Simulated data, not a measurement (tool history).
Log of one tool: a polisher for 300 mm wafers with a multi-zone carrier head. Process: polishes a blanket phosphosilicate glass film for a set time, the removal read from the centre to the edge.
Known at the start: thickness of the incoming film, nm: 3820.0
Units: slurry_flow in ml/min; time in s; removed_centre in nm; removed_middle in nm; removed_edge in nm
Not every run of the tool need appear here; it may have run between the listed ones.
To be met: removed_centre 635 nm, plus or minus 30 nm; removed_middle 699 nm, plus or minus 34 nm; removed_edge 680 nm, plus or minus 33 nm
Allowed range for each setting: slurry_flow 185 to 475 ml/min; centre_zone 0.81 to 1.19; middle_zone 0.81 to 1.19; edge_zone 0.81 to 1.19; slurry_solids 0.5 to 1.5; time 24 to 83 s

| run | hour | slurry_flow | centre_zone | middle_zone | edge_zone | slurry_solids | time | removed_centre | removed_middle | removed_edge |
|---|---|---|---|---|---|---|---|---|---|---|
| 1 | 0 | 305 | 1 | 1 | 1 | 1 | 53 | 386.45 | 381.28 | 394.72 |
| 2 | 4.7 | 305 | 0.94 | 1 | 1 | 1 | 53 | 367.46 | 394.32 | 404.82 |
| 3 | 6.7 | 305 | 0.88 | 1 | 1 | 1 | 53 | 348.3 | 397.18 | 397.07 |
| 4 | 13.8 | 305 | 0.88 | 1 | 1 | 1 | 40 | 268.63 | 299.41 | 303.58 |
| 5 | 21.6 | 305 | 0.88 | 0.96 | 1 | 1 | 40 | 269.41 | 290.87 | 298.92 |
| 6 | 24.9 | 240 | 0.88 | 0.96 | 1 | 1 | 40 | 261.18 | 280 | 298.11 |
| 7 | 29.3 | 250 | 0.91 | 0.99 | 1.01 | 1.1 | 46 | 334.62 | 361.57 | 366.02 |
| 8 | 32.7 | 250 | 0.92 | 0.99 | 1.04 | 1.2 | 49 | 366.06 | 393.38 | 411.74 |
| 9 | 36.8 | 250 | 0.92 | 0.99 | 1.04 | 1.2 | 49 | 358.83 | 395 | 410.54 |
| 10 | 42.1 | 250 | 0.95 | 1.01 | 1.04 | 1.25 | 52 | 404.73 | 423.82 | 445.01 |
| 11 | 49.7 | 275 | 0.95 | 1.11 | 1.03 | 1.5 | 67 | 568.22 | 668.73 | 621.98 |
| 12 | 52.5 | 275 | 0.96 | 1.11 | 1.04 | 1.5 | 68 | 588.99 | 685.3 | 636.87 |
| 13 | 60 | 275 | 0.97 | 1.1 | 1.05 | 1.5 | 68 | 593.78 | 662.92 | 620.41 |
| 14 | 64.8 | 275 | 0.96 | 1.09 | 1.05 | 1.5 | 69 | 590.8 | 659.11 | 654.26 |
| 15 | 66.1 | 275 | 0.97 | 1.09 | 1.05 | 1.5 | 70 | 595.06 | 668.99 | 657.3 |

4 candidate next runs follow, results not yet known. Just one meets every target within its allowed miss. Identify it.
| A | 67.4 | 305 | 0.97 | 1.02 | 1.16 | 1.45 | 69 | ? | ? | ? |
| B | 67.4 | 400 | 0.96 | 1.18 | 1.06 | 1.5 | 71 | ? | ? | ? |
| C | 67.4 | 195 | 1.01 | 1.09 | 1.07 | 1.5 | 73 | ? | ? | ? |
| D | 67.4 | 265 | 0.87 | 0.96 | 1.12 | 1.4 | 83 | ? | ? | ? |

| move | removed_centre | removed_middle | removed_edge |
|---|---|---|---|
| A | 598.76 | 625.39 | 664.19 |
| B | 636.33 | 756.16 | 672.19 |
| C | 631.22 | 679.9 | 661.83 |
| D | 645.42 | 695.65 | 766.46 |
A: misses by more than the last run did
B: corrects the largest miss of the last run, while another result sits out of spec
C: hits every target within its allowed miss
D: corrects the largest miss of the last run, while another result sits out of spec
C meets every target.
